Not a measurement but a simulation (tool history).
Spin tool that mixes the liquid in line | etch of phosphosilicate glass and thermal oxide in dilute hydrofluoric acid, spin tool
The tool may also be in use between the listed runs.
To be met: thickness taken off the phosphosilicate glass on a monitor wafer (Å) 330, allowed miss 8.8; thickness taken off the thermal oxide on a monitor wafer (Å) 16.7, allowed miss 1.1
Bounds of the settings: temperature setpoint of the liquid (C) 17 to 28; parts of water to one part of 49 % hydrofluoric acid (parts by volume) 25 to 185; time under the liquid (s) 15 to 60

run,hour,temperature setpoint of the liquid (C),parts of water to one part of 49 % hydrofluoric acid (parts by volume),time under the liquid (s),thickness taken off the phosphosilicate glass on a monitor wafer (Å),thickness taken off the thermal oxide on a monitor wafer (Å)
1,0,20,105,30,206.13,10.688
2,7,21.5,100,30,229.19,11.475
3,15.5,24,100,30,256.89,13.145
4,19.5,20.5,100,30,222.14,10.913
5,26.3,18.5,100,30,202.33,10.55
6,33.1,18.5,100,35,235.97,12.268
7,40.6,20,100,35,255.18,12.925
8,48.1,21,100,35,266.73,13.174
9,56.6,22,100,35,274.37,13.672
10,59.5,23,100,35,284.02,14.736
11,62.9,23.5,85,35,348.43,17.393
12,68.4,23,85,35,343.38,17.393
13,70.4,23,85,35,343.01,17.532

4 next moves are on the table. One of them brings every result within its allowed miss. Which?
A,72.4,25,130,55,?,?
B,72.4,23,100,40,?,?
C,72.4,26.5,95,35,?,?
D,72.4,19,100,50,?,?

move,thickness taken off the phosphosilicate glass on a monitor wafer (Å),thickness taken off the thermal oxide on a monitor wafer (Å)
A,365.11,17.512
B,330.88,15.87
C,352.05,16.885
D,351.45,16.856
A: further off than the last run
B: meets every target
C: further off than the last run
D: further off than the last run
The right move is B.
